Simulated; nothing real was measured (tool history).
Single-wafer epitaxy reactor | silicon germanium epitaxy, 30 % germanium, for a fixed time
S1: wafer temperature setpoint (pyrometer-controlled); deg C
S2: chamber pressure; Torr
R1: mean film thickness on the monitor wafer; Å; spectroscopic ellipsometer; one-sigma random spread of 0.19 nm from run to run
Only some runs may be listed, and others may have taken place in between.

{"run": 1, "hour": 0.0, "S1": 610, "S2": 17.5, "R1": 683.42}
{"run": 2, "hour": 6.9, "S1": 610, "S2": 18.6, "R1": 703.59}
{"run": 3, "hour": 11.5, "S1": 606, "S2": 18.6, "R1": 655.01}
{"run": 4, "hour": 19.7, "S1": 604, "S2": 18.6, "R1": 630.64}
{"run": 5, "hour": 23.8, "S1": 604, "S2": 20.4, "R1": 652.82}
{"run": 6, "hour": 27.7, "S1": 604, "S2": 22.8, "R1": 687.17}

What will run 7 give?
{"run": 7, "hour": 36.0, "S1": 602, "S2": 22.4, "R1": "?"}

{"run 7": {"R1": 657.36}}

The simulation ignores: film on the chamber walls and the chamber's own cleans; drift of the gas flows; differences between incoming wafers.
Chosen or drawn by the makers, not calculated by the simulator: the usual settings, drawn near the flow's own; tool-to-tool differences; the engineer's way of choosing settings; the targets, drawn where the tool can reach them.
